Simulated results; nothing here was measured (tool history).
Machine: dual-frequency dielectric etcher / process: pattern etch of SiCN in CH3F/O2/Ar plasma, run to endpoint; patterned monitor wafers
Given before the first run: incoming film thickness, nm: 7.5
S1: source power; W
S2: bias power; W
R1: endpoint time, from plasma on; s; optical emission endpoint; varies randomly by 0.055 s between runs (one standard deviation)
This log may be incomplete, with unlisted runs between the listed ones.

run,hour,S1,S2,R1
1,0.0,470,57,19.653
2,2.1,470,49,20.721
3,7.7,530,54,18.841
4,12.1,530,46,20.027
5,15.1,530,55,18.671
6,19.6,570,56,18.095
7,27.5,600,58,17.342
8,36.1,620,59,16.931
9,39.6,630,60,16.558

What will run 10 give?
10,47.3,640,60,?

R1: 16.577 s
